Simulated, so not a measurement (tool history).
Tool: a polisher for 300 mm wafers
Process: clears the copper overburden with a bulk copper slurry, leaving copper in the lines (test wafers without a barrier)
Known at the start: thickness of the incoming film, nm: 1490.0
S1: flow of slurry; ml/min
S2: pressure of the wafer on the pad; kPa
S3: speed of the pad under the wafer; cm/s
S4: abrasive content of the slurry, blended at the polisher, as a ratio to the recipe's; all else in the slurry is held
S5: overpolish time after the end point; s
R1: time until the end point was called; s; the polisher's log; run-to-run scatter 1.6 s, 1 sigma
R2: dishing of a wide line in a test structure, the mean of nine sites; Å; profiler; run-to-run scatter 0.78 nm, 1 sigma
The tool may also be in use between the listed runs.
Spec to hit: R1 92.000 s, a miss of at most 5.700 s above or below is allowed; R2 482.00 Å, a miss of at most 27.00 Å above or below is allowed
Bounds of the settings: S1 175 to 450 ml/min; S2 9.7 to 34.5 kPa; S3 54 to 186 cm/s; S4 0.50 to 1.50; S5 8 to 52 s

run	hour	S1	S2	S3	S4	S5	R1	R2
1	0.0	290	22.1	118	1.00	26	150.410	574.74
2	4.2	305	21.4	126	1.05	24	139.520	547.05
3	10.2	305	21.4	102	1.05	24	174.780	539.45
4	14.4	305	21.4	102	1.05	19	171.270	504.24
5	20.8	315	22.1	104	1.10	18	162.970	518.18
6	27.6	320	22.1	112	1.10	17	151.890	503.43
7	36.5	330	22.8	114	1.10	16	142.630	513.00
8	42.0	340	22.8	118	1.15	15	136.450	500.26
9	46.8	345	23.4	120	1.15	14	129.680	503.62
10	50.3	355	23.4	122	1.15	13	129.970	500.02
11	58.7	360	23.4	124	1.20	12	132.180	492.37

Exercise: of the 5 proposed moves below, exactly one satisfies all targets within the stated allowed misses. Which move is it?
A	67.1	270	26.2	122	1.30	14	?	?
B	67.1	355	14.5	86	1.30	28	?	?
C	67.1	365	17.2	90	1.25	21	?	?
D	67.1	370	24.8	166	1.10	8	?	?
E	67.1	390	15.2	110	1.15	25	?	?

move	R1	R2
A	117.580	524.63
B	261.480	467.53
C	219.900	465.14
D	92.668	470.82
E	204.020	485.57
A: nearer the targets than the last run, but a result is still out of spec
B: its largest miss is bigger than the last run's
C: its largest miss is bigger than the last run's
D: each result inside its tolerance
E: its largest miss is bigger than the last run's
Correct choice: D, which meets every target

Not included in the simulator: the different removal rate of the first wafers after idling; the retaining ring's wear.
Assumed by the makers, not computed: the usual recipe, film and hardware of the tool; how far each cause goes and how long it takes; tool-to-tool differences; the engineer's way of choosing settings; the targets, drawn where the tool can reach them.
